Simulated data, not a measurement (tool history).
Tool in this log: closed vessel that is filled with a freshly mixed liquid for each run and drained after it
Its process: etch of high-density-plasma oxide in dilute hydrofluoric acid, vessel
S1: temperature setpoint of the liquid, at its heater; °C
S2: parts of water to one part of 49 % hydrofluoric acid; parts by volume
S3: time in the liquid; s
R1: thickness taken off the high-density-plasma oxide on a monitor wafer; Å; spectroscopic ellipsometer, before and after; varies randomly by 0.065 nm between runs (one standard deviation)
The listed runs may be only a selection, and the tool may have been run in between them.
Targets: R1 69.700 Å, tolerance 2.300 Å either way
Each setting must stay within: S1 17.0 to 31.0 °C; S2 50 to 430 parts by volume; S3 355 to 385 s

| run | hour | S1 | S2 | S3 | R1 |
|---|---|---|---|---|---|
| 1 | 0.0 | 23.0 | 240 | 355 | 85.327 |
| 2 | 0.6 | 23.0 | 240 | 355 | 87.968 |
| 3 | 6.4 | 22.0 | 240 | 355 | 83.627 |
| 4 | 12.3 | 21.0 | 240 | 355 | 80.378 |
| 5 | 17.8 | 21.0 | 240 | 385 | 88.340 |
| 6 | 26.4 | 20.5 | 245 | 385 | 83.699 |
| 7 | 30.8 | 20.0 | 245 | 385 | 81.117 |
| 8 | 32.2 | 19.5 | 245 | 385 | 81.232 |
| 9 | 33.8 | 19.0 | 245 | 385 | 77.859 |
| 10 | 41.5 | 19.0 | 245 | 385 | 78.154 |
| 11 | 44.3 | 18.5 | 245 | 385 | 78.377 |
| 12 | 48.5 | 18.5 | 245 | 385 | 77.239 |
| 13 | 49.9 | 18.0 | 245 | 385 | 75.804 |
| 14 | 51.7 | 17.5 | 250 | 385 | 71.447 |

Which one of the following 5 next-run settings gets every result inside its allowed miss? There is exactly one.
| A | 53.5 | 17.0 | 225 | 365 | ? |
| B | 53.5 | 20.5 | 250 | 355 | ? |
| C | 53.5 | 18.0 | 245 | 380 | ? |
| D | 53.5 | 18.5 | 250 | 360 | ? |
| E | 53.5 | 18.0 | 260 | 360 | ? |

| move | R1 |
|---|---|
| A | 75.987 |
| B | 74.338 |
| C | 74.197 |
| D | 69.904 |
| E | 65.358 |
A: lands further from the targets than the last run did
B: lands further from the targets than the last run did
C: lands further from the targets than the last run did
D: all results land within tolerance of their targets
E: takes the biggest miss from the last run beyond its target
Go with D: it meets all targets.
